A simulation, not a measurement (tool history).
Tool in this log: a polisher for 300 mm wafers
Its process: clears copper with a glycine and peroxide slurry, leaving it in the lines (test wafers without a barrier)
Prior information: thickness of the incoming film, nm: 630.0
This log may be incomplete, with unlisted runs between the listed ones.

run,day,flow of slurry (ml/min),pressure of the wafer on the pad (kPa),speed of the pad under the wafer (m/s),overpolish time after the end point (s),time until the end point was called (s),dishing of a wide line in a test structure (Å)
1,0.000,210,21.4,0.86,25,110.730,830.04
2,0.050,210,21.4,0.86,17,109.260,627.88
3,0.171,210,22.8,0.86,19,107.080,696.52
4,0.542,210,24.1,0.86,20,103.040,697.86
5,0.625,175,24.1,0.86,20,111.050,702.61
6,0.771,180,24.8,0.88,22,101.980,755.90
7,0.971,180,24.8,0.88,22,102.740,782.79
8,1.271,185,25.5,0.88,23,100.300,807.73

Run 9 has not been measured yet. What should we expect?
9,1.633,190,26.2,0.88,24,?,?

Run 9 produced time until the end point was called (s) 97.564, dishing of a wide line in a test structure (Å) 871.41.
